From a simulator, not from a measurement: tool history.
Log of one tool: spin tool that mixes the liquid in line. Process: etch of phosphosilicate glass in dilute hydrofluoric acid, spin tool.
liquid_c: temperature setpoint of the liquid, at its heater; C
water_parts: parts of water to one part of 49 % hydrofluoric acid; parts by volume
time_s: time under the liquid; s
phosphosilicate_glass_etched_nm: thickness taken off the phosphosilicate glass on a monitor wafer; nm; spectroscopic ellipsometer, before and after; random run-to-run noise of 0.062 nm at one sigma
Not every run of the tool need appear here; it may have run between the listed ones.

| run | hour | liquid_c | water_parts | time_s | phosphosilicate_glass_etched_nm |
|---|---|---|---|---|---|
| 1 | 0.0 | 25.0 | 195 | 15 | 7.0503 |
| 2 | 3.6 | 25.0 | 195 | 15 | 7.0078 |
| 3 | 9.4 | 25.0 | 195 | 15 | 7.0016 |
| 4 | 15.8 | 22.5 | 195 | 15 | 6.4291 |
| 5 | 20.4 | 24.0 | 195 | 15 | 6.7954 |
| 6 | 24.0 | 26.0 | 175 | 15 | 8.2576 |

Forecast run 7:
| 7 | 26.4 | 27.5 | 155 | 15 | ? |

{"run 7": {"phosphosilicate_glass_etched_nm": 10.202}}

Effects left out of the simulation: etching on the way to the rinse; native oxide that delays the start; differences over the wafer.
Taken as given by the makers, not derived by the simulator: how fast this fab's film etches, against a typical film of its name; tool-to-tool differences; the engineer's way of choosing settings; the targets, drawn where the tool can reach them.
